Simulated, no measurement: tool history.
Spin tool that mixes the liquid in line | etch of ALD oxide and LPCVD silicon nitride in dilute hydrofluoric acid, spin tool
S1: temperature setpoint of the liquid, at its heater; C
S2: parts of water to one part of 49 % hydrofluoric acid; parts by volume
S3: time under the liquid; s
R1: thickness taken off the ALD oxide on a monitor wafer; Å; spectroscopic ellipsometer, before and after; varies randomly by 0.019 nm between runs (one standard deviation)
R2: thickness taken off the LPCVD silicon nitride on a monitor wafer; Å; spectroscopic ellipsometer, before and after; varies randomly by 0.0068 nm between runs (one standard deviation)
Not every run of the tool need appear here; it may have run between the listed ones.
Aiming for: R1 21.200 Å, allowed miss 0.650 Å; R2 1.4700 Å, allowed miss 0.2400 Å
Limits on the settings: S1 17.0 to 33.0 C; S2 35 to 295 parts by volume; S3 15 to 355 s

| run | hour | S1 | S2 | S3 | R1 | R2 |
|---|---|---|---|---|---|---|
| 1 | 0.0 | 25.0 | 165 | 180 | 95.481 | 7.2100 |
| 2 | 3.8 | 25.0 | 140 | 180 | 118.090 | 8.5572 |
| 3 | 7.6 | 25.0 | 140 | 220 | 142.860 | 10.3780 |
| 4 | 11.6 | 25.0 | 105 | 220 | 200.070 | 13.7290 |
| 5 | 20.3 | 22.5 | 170 | 200 | 95.293 | 6.5774 |
| 6 | 24.8 | 25.0 | 170 | 200 | 102.510 | 7.2889 |
| 7 | 32.1 | 23.0 | 210 | 180 | 66.636 | 4.9027 |
| 8 | 37.5 | 21.0 | 240 | 155 | 46.456 | 3.4099 |
| 9 | 44.2 | 19.5 | 260 | 135 | 33.660 | 2.4646 |
| 10 | 52.2 | 18.5 | 270 | 125 | 29.568 | 1.9333 |
| 11 | 54.1 | 18.5 | 280 | 115 | 25.454 | 1.8283 |

Exercise: of the 5 proposed moves below, exactly one satisfies all targets within the stated allowed misses. Which move is it?
| A | 56.0 | 18.0 | 280 | 90 | ? | ? |
| B | 56.0 | 17.0 | 235 | 115 | ? | ? |
| C | 56.0 | 25.0 | 295 | 75 | ? | ? |
| D | 56.0 | 17.5 | 295 | 105 | ? | ? |
| E | 56.0 | 17.0 | 215 | 115 | ? | ? |

| move | R1 | R2 |
|---|---|---|
| A | 19.630 | 1.2393 |
| B | 29.915 | 1.7525 |
| C | 19.712 | 1.5236 |
| D | 21.058 | 1.3314 |
| E | 33.286 | 1.9080 |
A: moves the result that the last run missed by most past its target, out the other side
B: lands further from the targets than the last run did
C: moves the result that the last run missed by most past its target, out the other side
D: every result within its allowed miss
E: lands further from the targets than the last run did
The right move is D.

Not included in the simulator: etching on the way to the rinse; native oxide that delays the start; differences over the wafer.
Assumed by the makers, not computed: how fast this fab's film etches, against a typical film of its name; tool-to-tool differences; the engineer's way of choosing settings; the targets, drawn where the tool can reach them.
